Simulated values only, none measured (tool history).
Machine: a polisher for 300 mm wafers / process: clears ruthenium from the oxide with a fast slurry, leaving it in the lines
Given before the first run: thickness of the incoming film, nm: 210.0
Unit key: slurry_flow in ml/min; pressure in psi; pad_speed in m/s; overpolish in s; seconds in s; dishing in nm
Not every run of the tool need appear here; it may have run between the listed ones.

run,hour,slurry_flow,pressure,pad_speed,slurry_solids,overpolish,seconds,dishing
1,0.0,275,2.5,0.82,1.0,29,81.820,55.525
2,2.8,275,2.3,0.80,1.0,30,89.693,51.725
3,11.6,275,2.9,0.80,1.0,30,75.124,60.854
4,15.7,240,2.9,0.80,1.0,30,73.955,60.583
5,24.0,240,2.9,0.98,1.0,30,61.865,69.457
6,29.4,240,2.9,0.82,1.0,30,74.172,61.227

Estimate the outcome of run 7 from the log above:
7,32.5,240,2.6,0.78,1.0,32,?,?

{"run 7": {"seconds": 81.887, "dishing": 58.489}}
